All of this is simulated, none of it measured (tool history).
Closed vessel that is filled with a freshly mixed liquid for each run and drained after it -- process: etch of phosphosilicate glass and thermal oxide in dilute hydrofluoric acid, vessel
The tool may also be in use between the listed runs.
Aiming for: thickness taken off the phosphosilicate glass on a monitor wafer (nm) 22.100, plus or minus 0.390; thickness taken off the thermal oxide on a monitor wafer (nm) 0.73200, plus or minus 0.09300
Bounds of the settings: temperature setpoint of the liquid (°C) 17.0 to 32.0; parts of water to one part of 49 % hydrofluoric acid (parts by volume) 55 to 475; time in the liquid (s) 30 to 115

run	day	temperature setpoint of the liquid (°C)	parts of water to one part of 49 % hydrofluoric acid (parts by volume)	time in the liquid (s)	thickness taken off the phosphosilicate glass on a monitor wafer (nm)	thickness taken off the thermal oxide on a monitor wafer (nm)
1	0.000	24.0	265	60	26.503	0.91948
2	0.129	23.0	265	60	25.674	0.83706
3	0.325	22.5	265	60	25.067	0.77815
4	0.646	24.0	265	60	26.427	0.87711
5	0.867	24.0	320	60	20.790	0.72178
6	0.929	24.0	315	60	21.179	0.69777
7	1.200	24.5	315	60	21.545	0.75495
8	1.546	24.0	310	60	21.858	0.71526

4 next moves are on the table. One of them brings every result within its allowed miss. Which?
A	1.892	25.5	305	55	?	?
B	1.892	25.0	280	50	?	?
C	1.892	22.0	315	65	?	?
D	1.892	22.0	250	50	?	?

move	thickness taken off the phosphosilicate glass on a monitor wafer (nm)	thickness taken off the thermal oxide on a monitor wafer (nm)
A	21.358	0.67800
B	21.319	0.67676
C	21.443	0.68068
D	22.103	0.70164
A: the biggest miss grows against the last run
B: the biggest miss grows against the last run
C: the biggest miss grows against the last run
D: hits every target within its allowed miss
D meets every target.
